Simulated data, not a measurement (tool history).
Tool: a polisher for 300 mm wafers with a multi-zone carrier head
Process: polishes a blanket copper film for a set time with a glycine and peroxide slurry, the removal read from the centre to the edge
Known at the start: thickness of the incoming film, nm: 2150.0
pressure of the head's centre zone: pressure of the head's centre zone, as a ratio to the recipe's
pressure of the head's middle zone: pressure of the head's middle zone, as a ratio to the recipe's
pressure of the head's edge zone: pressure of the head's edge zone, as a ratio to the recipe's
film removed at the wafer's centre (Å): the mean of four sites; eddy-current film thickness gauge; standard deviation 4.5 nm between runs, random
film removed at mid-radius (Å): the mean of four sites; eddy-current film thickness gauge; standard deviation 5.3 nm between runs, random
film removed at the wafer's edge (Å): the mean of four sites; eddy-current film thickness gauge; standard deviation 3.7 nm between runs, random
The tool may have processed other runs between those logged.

run	hour	flow of slurry (ml/min)	pressure of the head's centre zone	pressure of the head's middle zone	pressure of the head's edge zone	polishing time (s)	film removed at the wafer's centre (Å)	film removed at mid-radius (Å)	film removed at the wafer's edge (Å)
1	0.0	315	1.00	1.00	1.00	75	4838.9	4772.9	4832.0
2	3.2	315	0.98	1.00	0.97	73	4601.1	4657.4	4685.1
3	8.5	315	0.97	1.01	0.95	71	4445.1	4578.9	4464.3
4	11.8	315	1.02	1.01	0.95	71	4634.9	4601.3	4422.3
5	14.0	310	0.99	1.01	0.93	70	4451.1	4478.4	4357.5
6	21.7	310	0.97	1.02	0.91	69	4337.2	4481.2	4168.9
7	27.6	305	0.95	1.02	0.91	69	4264.8	4483.3	4305.8

Predict the results of run 8:
8	34.4	305	0.94	1.02	0.90	68	?	?	?

{"run 8": {"film removed at the wafer's centre (Å)": 4140.2, "film removed at mid-radius (Å)": 4377.0, "film removed at the wafer's edge (Å)": 4172.7}}
